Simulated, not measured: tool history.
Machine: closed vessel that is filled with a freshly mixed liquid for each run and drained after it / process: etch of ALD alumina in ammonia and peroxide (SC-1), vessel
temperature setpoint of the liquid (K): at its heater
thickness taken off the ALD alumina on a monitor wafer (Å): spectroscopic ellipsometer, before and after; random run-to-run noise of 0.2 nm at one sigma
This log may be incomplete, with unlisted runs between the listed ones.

run  hour  temperature setpoint of the liquid (K)  parts of 29 % ammonia solution to one part of 30 % peroxide (parts by volume)  time in the liquid (s)  thickness taken off the ALD alumina on a monitor wafer (Å)
  1   0.0                                  319.15                                                                           0.45                     615                                                      225.61
  2   7.2                                  320.65                                                                           0.45                     615                                                      246.72
  3  15.1                                  326.65                                                                           0.45                     615                                                      344.82
  4  22.8                                  326.65                                                                           0.45                     615                                                      344.39
  5  29.9                                  324.15                                                                           0.45                     615                                                      297.89
  6  31.5                                  325.15                                                                           0.45                     615                                                      315.86

Expected results for the next run?
  7  34.5                                  326.15                                                                           0.45                     615                                                           ?

thickness taken off the ALD alumina on a monitor wafer (Å): 333.81
